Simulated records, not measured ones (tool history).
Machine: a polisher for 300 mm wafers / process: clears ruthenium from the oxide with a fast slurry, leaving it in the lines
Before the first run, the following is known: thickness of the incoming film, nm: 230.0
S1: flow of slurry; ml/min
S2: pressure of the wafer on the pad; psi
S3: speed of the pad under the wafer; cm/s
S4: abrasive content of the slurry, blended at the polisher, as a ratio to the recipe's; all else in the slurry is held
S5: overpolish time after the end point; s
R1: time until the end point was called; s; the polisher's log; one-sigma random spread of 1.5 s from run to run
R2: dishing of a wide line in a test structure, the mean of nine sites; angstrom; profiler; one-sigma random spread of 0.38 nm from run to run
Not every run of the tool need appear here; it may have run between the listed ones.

run 1 hour=0.0 | S1=185 S2=2.4 S3=112 S4=1.0 S5=14 | R1=63.149 R2=373.07
run 2 hour=3.9 | S1=185 S2=2.4 S3=112 S4=1.1 S5=14 | R1=60.947 R2=390.62
run 3 hour=8.9 | S1=205 S2=2.4 S3=112 S4=1.1 S5=14 | R1=59.071 R2=413.38
run 4 hour=12.0 | S1=205 S2=2.6 S3=112 S4=1.1 S5=14 | R1=56.625 R2=420.00
run 5 hour=13.6 | S1=205 S2=3.1 S3=112 S4=1.1 S5=14 | R1=49.340 R2=489.14
run 6 hour=16.8 | S1=205 S2=2.7 S3=108 S4=1.1 S5=13 | R1=56.397 R2=383.91
run 7 hour=17.7 | S1=205 S2=2.4 S3=106 S4=1.1 S5=13 | R1=61.335 R2=363.61

Forecast run 8:
-- hour=26.0 slurry nozzle cleaned
run 8 hour=26.0 | S1=200 S2=2.1 S3=104 S4=1.1 S5=13 | R1=? R2=?

R1: 69.156 s
R2: 345.77 angstrom
